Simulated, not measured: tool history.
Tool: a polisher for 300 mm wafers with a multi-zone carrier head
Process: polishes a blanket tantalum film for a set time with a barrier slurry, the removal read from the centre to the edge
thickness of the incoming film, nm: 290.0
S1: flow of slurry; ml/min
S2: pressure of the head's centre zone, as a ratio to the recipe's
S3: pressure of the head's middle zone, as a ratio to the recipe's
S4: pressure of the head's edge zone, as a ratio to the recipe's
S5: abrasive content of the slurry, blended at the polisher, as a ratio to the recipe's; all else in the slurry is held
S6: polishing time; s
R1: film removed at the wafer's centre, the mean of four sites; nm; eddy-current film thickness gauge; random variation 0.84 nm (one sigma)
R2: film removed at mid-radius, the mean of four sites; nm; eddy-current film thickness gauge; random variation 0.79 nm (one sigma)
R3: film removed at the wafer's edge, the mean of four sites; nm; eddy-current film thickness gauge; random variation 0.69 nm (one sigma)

run	hour	S1	S2	S3	S4	S5	S6	R1	R2	R3
1	0	270	1	1	1	1	59	51.865	48.661	51.041
2	1.7	270	0.98	1.03	1.03	1.15	60	53.944	54.849	55.684
3	6.2	275	0.98	1.05	1.06	1.2	60	53.383	55.57	57.185
4	8.3	275	0.98	1.07	1.07	1.25	60	54.51	58.439	58.443
5	14.4	275	0.98	1.07	1.07	1.25	71	63.905	67.101	68.976
6	22.3	275	0.98	1.11	1.07	1.25	71	63.974	68.674	68.569
7	24.7	275	0.98	1.11	1.07	1.25	71	63.55	67.774	69.097

The next listed run, before its measurement:
8	28.6	275	0.96	1.11	1.06	1.2	71	?	?	?

R1: 64.358 nm
R2: 68.576 nm
R3: 66.437 nm
